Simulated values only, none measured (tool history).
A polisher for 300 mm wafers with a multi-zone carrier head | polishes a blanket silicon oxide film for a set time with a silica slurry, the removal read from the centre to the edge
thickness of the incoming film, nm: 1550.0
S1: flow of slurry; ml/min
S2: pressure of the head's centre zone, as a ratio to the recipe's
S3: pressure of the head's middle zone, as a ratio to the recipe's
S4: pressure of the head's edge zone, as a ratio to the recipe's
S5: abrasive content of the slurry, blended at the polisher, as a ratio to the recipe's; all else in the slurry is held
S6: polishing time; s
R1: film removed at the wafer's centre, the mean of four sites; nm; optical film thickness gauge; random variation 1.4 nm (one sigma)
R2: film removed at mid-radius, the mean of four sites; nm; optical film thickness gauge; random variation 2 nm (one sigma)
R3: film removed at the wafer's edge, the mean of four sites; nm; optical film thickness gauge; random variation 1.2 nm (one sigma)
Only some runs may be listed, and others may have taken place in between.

run    day   S1    S2    S3    S4    S5  S6      R1      R2      R3
  1  0.000  290  1.00  1.00  1.00  1.00  78  195.00  195.36  195.60
  2  0.346  290  1.00  1.00  1.00  1.00  94  236.50  235.44  233.91
  3  0.525  325  1.00  1.00  1.00  1.00  94  239.07  236.22  240.25
  4  0.596  305  0.97  0.97  0.96  0.95  94  228.83  225.54  228.69
  5  0.692  290  0.94  0.96  0.94  0.90  94  216.96  216.50  222.21
  6  0.971  280  0.92  0.96  0.92  0.85  94  209.06  215.16  215.47
  7  1.242  275  0.91  0.95  0.90  0.80  94  202.50  207.43  208.77
  8  1.292  270  0.90  0.94  0.88  0.75  94  194.42  205.05  203.33
  9  1.338  265  0.90  0.93  0.87  0.70  94  190.89  192.39  195.86

What does the tool deliver on the next run?
 10  1.642  230  0.84  0.93  0.81  0.65  94   ?   ?   ?

Logged for run 10: R1 170.46 nm, R2 186.41 nm, R3 183.61 nm.
